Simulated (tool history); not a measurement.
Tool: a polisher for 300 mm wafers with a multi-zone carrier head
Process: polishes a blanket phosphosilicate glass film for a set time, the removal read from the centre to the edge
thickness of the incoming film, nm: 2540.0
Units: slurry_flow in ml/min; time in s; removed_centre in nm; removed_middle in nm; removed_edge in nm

run 1 hour=0.0 | slurry_flow=205 centre_zone=1.00 middle_zone=1.00 edge_zone=1.00 slurry_solids=1.00 time=73 | removed_centre=713.66 removed_middle=718.38 removed_edge=699.30
run 2 hour=5.1 | slurry_flow=205 centre_zone=1.00 middle_zone=1.00 edge_zone=1.00 slurry_solids=0.90 time=73 | removed_centre=658.32 removed_middle=649.13 removed_edge=644.13
run 3 hour=9.7 | slurry_flow=205 centre_zone=1.00 middle_zone=1.00 edge_zone=0.95 slurry_solids=0.90 time=73 | removed_centre=652.84 removed_middle=654.57 removed_edge=650.83
run 4 hour=16.3 | slurry_flow=205 centre_zone=1.00 middle_zone=1.00 edge_zone=0.95 slurry_solids=1.05 time=73 | removed_centre=729.53 removed_middle=725.55 removed_edge=707.25
run 5 hour=17.2 | slurry_flow=205 centre_zone=1.00 middle_zone=1.00 edge_zone=0.95 slurry_solids=1.05 time=64 | removed_centre=639.67 removed_middle=635.02 removed_edge=600.62
run 6 hour=25.6 | slurry_flow=195 centre_zone=0.96 middle_zone=0.99 edge_zone=0.96 slurry_solids=1.05 time=64 | removed_centre=607.35 removed_middle=630.75 removed_edge=620.42
run 7 hour=29.9 | slurry_flow=190 centre_zone=0.94 middle_zone=0.99 edge_zone=0.95 slurry_solids=1.05 time=64 | removed_centre=588.30 removed_middle=625.77 removed_edge=614.82
run 8 hour=33.4 | slurry_flow=185 centre_zone=0.92 middle_zone=0.98 edge_zone=0.94 slurry_solids=1.05 time=64 | removed_centre=585.24 removed_middle=625.53 removed_edge=622.89
run 9 hour=36.6 | slurry_flow=180 centre_zone=0.90 middle_zone=0.98 edge_zone=0.94 slurry_solids=1.05 time=64 | removed_centre=561.23 removed_middle=611.54 removed_edge=612.30
run 10 hour=39.9 | slurry_flow=180 centre_zone=0.90 middle_zone=0.98 edge_zone=0.94 slurry_solids=1.05 time=64 | removed_centre=564.91 removed_middle=614.53 removed_edge=608.82
run 11 hour=43.8 | slurry_flow=175 centre_zone=0.88 middle_zone=0.97 edge_zone=0.94 slurry_solids=1.05 time=64 | removed_centre=556.10 removed_middle=603.59 removed_edge=601.58
run 12 hour=51.2 | slurry_flow=170 centre_zone=0.87 middle_zone=0.97 edge_zone=0.96 slurry_solids=1.05 time=64 | removed_centre=542.43 removed_middle=611.71 removed_edge=606.52
run 13 hour=57.3 | slurry_flow=165 centre_zone=0.86 middle_zone=0.96 edge_zone=0.96 slurry_solids=1.05 time=64 | removed_centre=531.72 removed_middle=599.33 removed_edge=618.30
run 14 hour=62.2 | slurry_flow=160 centre_zone=0.86 middle_zone=0.96 edge_zone=0.95 slurry_solids=1.05 time=64 | removed_centre=528.46 removed_middle=595.06 removed_edge=598.17

Forecast run 15:
run 15 hour=67.1 | slurry_flow=155 centre_zone=0.85 middle_zone=0.96 edge_zone=0.96 slurry_solids=1.05 time=64 | removed_centre=? removed_middle=? removed_edge=?

Run 15 gave removed_centre 521.00 nm, removed_middle 589.78 nm, removed_edge 603.45 nm.
